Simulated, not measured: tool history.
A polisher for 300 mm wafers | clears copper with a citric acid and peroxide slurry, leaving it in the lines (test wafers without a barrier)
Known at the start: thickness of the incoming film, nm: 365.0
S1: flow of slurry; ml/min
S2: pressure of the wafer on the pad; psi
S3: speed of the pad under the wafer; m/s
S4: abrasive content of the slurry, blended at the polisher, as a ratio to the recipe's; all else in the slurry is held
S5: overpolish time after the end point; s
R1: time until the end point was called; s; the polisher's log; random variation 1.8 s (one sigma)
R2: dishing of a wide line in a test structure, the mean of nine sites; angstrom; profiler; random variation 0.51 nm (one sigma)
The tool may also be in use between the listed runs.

run	day	S1	S2	S3	S4	S5	R1	R2
1	0.000	230	3.4	0.90	1.0	27	192.16	260.68
2	0.129	230	3.4	0.90	1.0	30	194.47	276.96
3	0.217	230	3.4	0.80	1.0	30	215.70	260.36
4	0.558	185	3.4	0.80	1.0	30	219.71	261.82
5	0.658	185	3.4	0.80	1.0	37	220.56	286.20
6	0.833	140	3.4	0.80	1.0	37	225.89	281.90
7	1.138	145	3.5	0.80	1.0	38	223.80	289.16
8	1.275	155	3.6	0.80	1.0	39	216.33	296.36
9	1.325	160	3.7	0.80	1.0	40	207.97	299.83
10	1.692	165	3.8	0.80	1.0	42	201.53	314.43

The next listed run, before its measurement:
11	1.979	170	3.8	0.80	1.0	43	?	?

{"run 11": {"R1": 199.29, "R2": 324.81}}
